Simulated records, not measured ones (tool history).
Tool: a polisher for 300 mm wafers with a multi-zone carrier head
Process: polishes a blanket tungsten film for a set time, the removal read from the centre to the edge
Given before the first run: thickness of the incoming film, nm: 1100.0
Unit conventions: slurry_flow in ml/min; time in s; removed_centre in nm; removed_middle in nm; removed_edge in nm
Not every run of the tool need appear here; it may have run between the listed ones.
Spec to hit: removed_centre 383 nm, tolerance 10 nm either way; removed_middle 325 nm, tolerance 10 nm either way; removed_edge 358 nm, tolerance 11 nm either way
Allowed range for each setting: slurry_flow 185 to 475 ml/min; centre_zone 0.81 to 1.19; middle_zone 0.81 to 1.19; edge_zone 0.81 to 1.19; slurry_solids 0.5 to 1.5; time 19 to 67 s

run 1 hour=0 | slurry_flow=305 centre_zone=1 middle_zone=1 edge_zone=1 slurry_solids=1 time=43 | removed_centre=313.83 removed_middle=307.52 removed_edge=306.97
run 2 hour=6.9 | slurry_flow=360 centre_zone=1 middle_zone=1 edge_zone=1 slurry_solids=1 time=43 | removed_centre=322.75 removed_middle=315.86 removed_edge=313.05
run 3 hour=15.5 | slurry_flow=380 centre_zone=1.03 middle_zone=0.99 edge_zone=1.05 slurry_solids=1.05 time=43 | removed_centre=335.39 removed_middle=316.05 removed_edge=322.97
run 4 hour=19.6 | slurry_flow=390 centre_zone=1.06 middle_zone=0.98 edge_zone=1.09 slurry_solids=1.1 time=43 | removed_centre=352.92 removed_middle=318.33 removed_edge=334.33
run 5 hour=26 | slurry_flow=390 centre_zone=1.06 middle_zone=0.98 edge_zone=1.05 slurry_solids=1.1 time=43 | removed_centre=355.53 removed_middle=320.21 removed_edge=329.86
run 6 hour=29.1 | slurry_flow=400 centre_zone=1.07 middle_zone=0.97 edge_zone=1.08 slurry_solids=1.15 time=43 | removed_centre=359.56 removed_middle=315.64 removed_edge=341.38
run 7 hour=29.9 | slurry_flow=410 centre_zone=1.08 middle_zone=0.97 edge_zone=1.09 slurry_solids=1.2 time=43 | removed_centre=369.57 removed_middle=322.94 removed_edge=342.14
run 8 hour=34.6 | slurry_flow=415 centre_zone=1.09 middle_zone=0.97 edge_zone=1.11 slurry_solids=1.2 time=43 | removed_centre=370.89 removed_middle=317.19 removed_edge=346.8
run 9 hour=38.2 | slurry_flow=420 centre_zone=1.09 middle_zone=0.97 edge_zone=1.12 slurry_solids=1.2 time=43 | removed_centre=370.74 removed_middle=327.05 removed_edge=346.89

Exercise: of the 5 proposed moves below, exactly one satisfies all targets within the stated allowed misses. Which move is it?
run A hour=41.8 | slurry_flow=395 centre_zone=1.07 middle_zone=0.89 edge_zone=1.18 slurry_solids=1.2 time=43 | removed_centre=? removed_middle=? removed_edge=?
run B hour=41.8 | slurry_flow=395 centre_zone=1.14 middle_zone=0.83 edge_zone=1.17 slurry_solids=1.25 time=46 | removed_centre=? removed_middle=? removed_edge=?
run C hour=41.8 | slurry_flow=450 centre_zone=1.12 middle_zone=0.83 edge_zone=1.13 slurry_solids=1.15 time=47 | removed_centre=? removed_middle=? removed_edge=?
run D hour=41.8 | slurry_flow=410 centre_zone=1.06 middle_zone=1 edge_zone=1.14 slurry_solids=1.25 time=43 | removed_centre=? removed_middle=? removed_edge=?
run E hour=41.8 | slurry_flow=350 centre_zone=1.14 middle_zone=1 edge_zone=1.19 slurry_solids=1.35 time=42 | removed_centre=? removed_middle=? removed_edge=?

move=A removed_centre=359.87 removed_middle=292.71 removed_edge=358.6
move=B removed_centre=414.06 removed_middle=298.35 removed_edge=385.85
move=C removed_centre=411.91 removed_middle=301.9 removed_edge=382.61
move=D removed_centre=361.27 removed_middle=326.7 removed_edge=355.84
move=E removed_centre=381.11 removed_middle=320.57 removed_edge=358.27
A: misses by more than the last run did
B: the result that was furthest off in the last run now lies on the other side of its target
C: the result that was furthest off in the last run now lies on the other side of its target
D: misses by more than the last run did
E: meets every target
Move E is the one to make.

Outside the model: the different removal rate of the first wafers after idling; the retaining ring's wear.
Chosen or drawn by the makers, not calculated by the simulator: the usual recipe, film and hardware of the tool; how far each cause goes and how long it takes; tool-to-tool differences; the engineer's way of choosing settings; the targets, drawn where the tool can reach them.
